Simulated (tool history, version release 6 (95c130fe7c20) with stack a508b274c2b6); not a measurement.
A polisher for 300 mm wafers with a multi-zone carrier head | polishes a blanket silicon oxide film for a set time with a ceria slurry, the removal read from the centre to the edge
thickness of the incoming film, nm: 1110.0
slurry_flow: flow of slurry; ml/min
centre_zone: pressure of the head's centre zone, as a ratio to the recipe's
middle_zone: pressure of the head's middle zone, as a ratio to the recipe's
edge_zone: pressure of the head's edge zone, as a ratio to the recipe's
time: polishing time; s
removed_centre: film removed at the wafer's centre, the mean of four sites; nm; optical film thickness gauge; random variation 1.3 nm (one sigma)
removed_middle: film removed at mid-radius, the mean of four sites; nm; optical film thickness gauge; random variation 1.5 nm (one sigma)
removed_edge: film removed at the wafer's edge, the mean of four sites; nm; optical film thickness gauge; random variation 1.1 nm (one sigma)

| run | hour | slurry_flow | centre_zone | middle_zone | edge_zone | time | removed_centre | removed_middle | removed_edge |
|---|---|---|---|---|---|---|---|---|---|
| 1 | 0.0 | 155 | 1.00 | 1.00 | 1.00 | 34 | 117.25 | 119.81 | 120.96 |
| 2 | 5.9 | 175 | 1.01 | 1.06 | 1.04 | 35 | 125.21 | 133.45 | 129.50 |
| 3 | 11.4 | 190 | 1.01 | 1.10 | 1.06 | 35 | 129.08 | 137.84 | 131.26 |
| 4 | 17.0 | 200 | 1.00 | 1.13 | 1.07 | 36 | 131.88 | 148.06 | 138.00 |
| 5 | 20.2 | 210 | 1.00 | 1.15 | 1.07 | 36 | 132.08 | 150.16 | 137.99 |
| 6 | 24.8 | 210 | 1.05 | 1.15 | 1.07 | 36 | 136.88 | 152.63 | 136.07 |
| 7 | 32.3 | 215 | 1.04 | 1.16 | 1.08 | 36 | 140.45 | 150.28 | 139.31 |
| 8 | 38.2 | 215 | 1.02 | 1.17 | 1.08 | 36 | 133.17 | 153.82 | 138.94 |
| 9 | 41.6 | 220 | 1.02 | 1.18 | 1.08 | 36 | 138.59 | 154.30 | 136.17 |

The next listed run, before its measurement:
| 10 | 47.8 | 220 | 1.00 | 1.18 | 1.09 | 36 | ? | ? | ? |

{"run 10": {"removed_centre": 135.16, "removed_middle": 154.37, "removed_edge": 139.71}}
